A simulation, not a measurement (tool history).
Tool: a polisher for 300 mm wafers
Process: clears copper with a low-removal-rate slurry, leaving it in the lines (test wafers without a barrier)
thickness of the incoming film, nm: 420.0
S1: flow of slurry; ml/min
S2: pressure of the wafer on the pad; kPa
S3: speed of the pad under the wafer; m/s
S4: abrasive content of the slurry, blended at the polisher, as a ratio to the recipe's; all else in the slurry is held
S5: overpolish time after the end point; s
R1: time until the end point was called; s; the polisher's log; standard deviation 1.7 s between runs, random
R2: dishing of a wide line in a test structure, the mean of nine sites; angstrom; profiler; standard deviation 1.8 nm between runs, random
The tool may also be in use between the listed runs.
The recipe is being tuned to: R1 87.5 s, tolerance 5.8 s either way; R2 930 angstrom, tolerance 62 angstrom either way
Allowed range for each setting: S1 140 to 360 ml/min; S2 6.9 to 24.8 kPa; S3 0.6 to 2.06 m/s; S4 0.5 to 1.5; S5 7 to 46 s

Run 1, day 0: S1 230 ml/min, S2 15.9 kPa, S3 1.32 m/s, S4 1, S5 24 s. Result: R1 153.82 s, R2 459.31 angstrom.
Run 2, day 0.117: S1 230 ml/min, S2 15.9 kPa, S3 1.32 m/s, S4 1, S5 15 s. Result: R1 147.77 s, R2 286.78 angstrom.
Run 3, day 0.492: S1 195 ml/min, S2 15.9 kPa, S3 1.32 m/s, S4 1, S5 15 s. Result: R1 146.27 s, R2 298.75 angstrom.
Run 4, day 0.817: S1 160 ml/min, S2 15.9 kPa, S3 1.32 m/s, S4 1, S5 15 s. Result: R1 157.03 s, R2 297.31 angstrom.
Run 5, day 1.142: S1 160 ml/min, S2 15.9 kPa, S3 1.32 m/s, S4 1, S5 20 s. Result: R1 153.95 s, R2 372.11 angstrom.
Run 6, day 1.167: S1 160 ml/min, S2 17.2 kPa, S3 1.38 m/s, S4 1, S5 22 s. Result: R1 141.39 s, R2 442.16 angstrom.
Run 7, day 1.275: S1 165 ml/min, S2 21.4 kPa, S3 1.68 m/s, S4 1.05, S5 30 s. Result: R1 94.631 s, R2 804.99 angstrom.
Run 8, day 1.338: S1 165 ml/min, S2 22.1 kPa, S3 1.68 m/s, S4 1.05, S5 31 s. Result: R1 89.911 s, R2 825.89 angstrom.
Run 9, day 1.612: S1 165 ml/min, S2 22.1 kPa, S3 1.68 m/s, S4 1.05, S5 32 s. Result: R1 88.754 s, R2 848.74 angstrom.

Pick the move, out of 5, that brings all results within their allowed miss; only one does.
Run A, day 1.888: S1 155 ml/min, S2 19.3 kPa, S3 1.92 m/s, S4 1.05, S5 30 s. Result: R1 ?, R2 ?.
Run B, day 1.888: S1 150 ml/min, S2 20.7 kPa, S3 1.74 m/s, S4 1.1, S5 29 s. Result: R1 ?, R2 ?.
Run C, day 1.888: S1 140 ml/min, S2 20.7 kPa, S3 1.86 m/s, S4 1.1, S5 34 s. Result: R1 ?, R2 ?.
Run D, day 1.888: S1 175 ml/min, S2 22.1 kPa, S3 1.7 m/s, S4 1.2, S5 28 s. Result: R1 ?, R2 ?.
Run E, day 1.888: S1 250 ml/min, S2 24.8 kPa, S3 1.26 m/s, S4 1.15, S5 26 s. Result: R1 ?, R2 ?.

move      R1      R2
   A  91.706  809.62
   B  93.193  787.55
   C  88.349  911.53
   D  85.586  821.77
   E  97.786  712.65
A: misses by more than the last run did
B: misses by more than the last run did
C: hits every target within its allowed miss
D: misses by more than the last run did
E: misses by more than the last run did
Answer: C
